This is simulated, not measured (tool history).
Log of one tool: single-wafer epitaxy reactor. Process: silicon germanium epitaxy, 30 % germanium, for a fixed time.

| run | hour | wafer temperature setpoint (pyrometer-controlled) (°C) | chamber pressure (mTorr) | mean film thickness on the monitor wafer (Å) |
|---|---|---|---|---|
| 1 | 0 | 620 | 19100 | 741.36 |
| 2 | 8.6 | 611 | 19100 | 620.21 |
| 3 | 11.5 | 609 | 19000 | 592.43 |
| 4 | 17.2 | 613 | 19000 | 641.25 |
| 5 | 18.4 | 613 | 16300 | 607.63 |
| 6 | 19.4 | 613 | 18500 | 633.86 |
| 7 | 27 | 610 | 18400 | 600.48 |

Run 8 comes next. What will it give?
| 8 | 34.1 | 608 | 18300 | ? |

mean film thickness on the monitor wafer (Å): 574.39
